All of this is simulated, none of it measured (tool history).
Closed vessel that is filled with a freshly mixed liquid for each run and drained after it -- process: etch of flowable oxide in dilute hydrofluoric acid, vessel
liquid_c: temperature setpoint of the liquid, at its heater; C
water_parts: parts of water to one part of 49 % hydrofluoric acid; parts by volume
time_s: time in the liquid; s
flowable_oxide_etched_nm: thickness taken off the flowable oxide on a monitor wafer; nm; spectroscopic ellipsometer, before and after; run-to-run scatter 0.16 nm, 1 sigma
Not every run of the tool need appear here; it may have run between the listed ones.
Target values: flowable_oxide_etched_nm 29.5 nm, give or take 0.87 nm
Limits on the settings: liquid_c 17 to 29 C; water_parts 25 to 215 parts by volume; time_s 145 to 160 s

{"run": 1, "hour": 0.0, "liquid_c": 21, "water_parts": 120, "time_s": 145, "flowable_oxide_etched_nm": 21.714}
{"run": 2, "hour": 6.0, "liquid_c": 21, "water_parts": 150, "time_s": 145, "flowable_oxide_etched_nm": 16.89}
{"run": 3, "hour": 12.7, "liquid_c": 19.5, "water_parts": 150, "time_s": 145, "flowable_oxide_etched_nm": 15.915}
{"run": 4, "hour": 14.3, "liquid_c": 21, "water_parts": 150, "time_s": 145, "flowable_oxide_etched_nm": 16.662}
{"run": 5, "hour": 22.6, "liquid_c": 22.5, "water_parts": 140, "time_s": 145, "flowable_oxide_etched_nm": 19.336}
{"run": 6, "hour": 30.7, "liquid_c": 24, "water_parts": 135, "time_s": 145, "flowable_oxide_etched_nm": 21.479}
{"run": 7, "hour": 38.5, "liquid_c": 25, "water_parts": 130, "time_s": 145, "flowable_oxide_etched_nm": 23.195}
{"run": 8, "hour": 42.7, "liquid_c": 26, "water_parts": 125, "time_s": 145, "flowable_oxide_etched_nm": 25.228}
{"run": 9, "hour": 48.9, "liquid_c": 26.5, "water_parts": 125, "time_s": 145, "flowable_oxide_etched_nm": 25.64}
{"run": 10, "hour": 51.3, "liquid_c": 27, "water_parts": 125, "time_s": 145, "flowable_oxide_etched_nm": 26.249}
{"run": 11, "hour": 58.8, "liquid_c": 27.5, "water_parts": 125, "time_s": 145, "flowable_oxide_etched_nm": 26.767}
{"run": 12, "hour": 67.5, "liquid_c": 28, "water_parts": 125, "time_s": 145, "flowable_oxide_etched_nm": 27.16}

Exercise: of the 5 proposed moves below, exactly one satisfies all targets within the stated allowed misses. Which move is it?
{"run": "A", "hour": 76.2, "liquid_c": 27.5, "water_parts": 125, "time_s": 160, "flowable_oxide_etched_nm": "?"}
{"run": "B", "hour": 76.2, "liquid_c": 27.5, "water_parts": 120, "time_s": 160, "flowable_oxide_etched_nm": "?"}
{"run": "C", "hour": 76.2, "liquid_c": 29, "water_parts": 140, "time_s": 145, "flowable_oxide_etched_nm": "?"}
{"run": "D", "hour": 76.2, "liquid_c": 28.5, "water_parts": 135, "time_s": 150, "flowable_oxide_etched_nm": "?"}
{"run": "E", "hour": 76.2, "liquid_c": 29, "water_parts": 120, "time_s": 155, "flowable_oxide_etched_nm": "?"}

move=A flowable_oxide_etched_nm=29.519
move=B flowable_oxide_etched_nm=30.948
move=C flowable_oxide_etched_nm=24.768
move=D flowable_oxide_etched_nm=26.257
move=E flowable_oxide_etched_nm=31.715
A: meets every target
B: carries the result that was furthest off beyond its target, to the other side
C: moves away from the targets compared with the last run
D: moves away from the targets compared with the last run
E: carries the result that was furthest off beyond its target, to the other side
Go with A: it meets all targets.
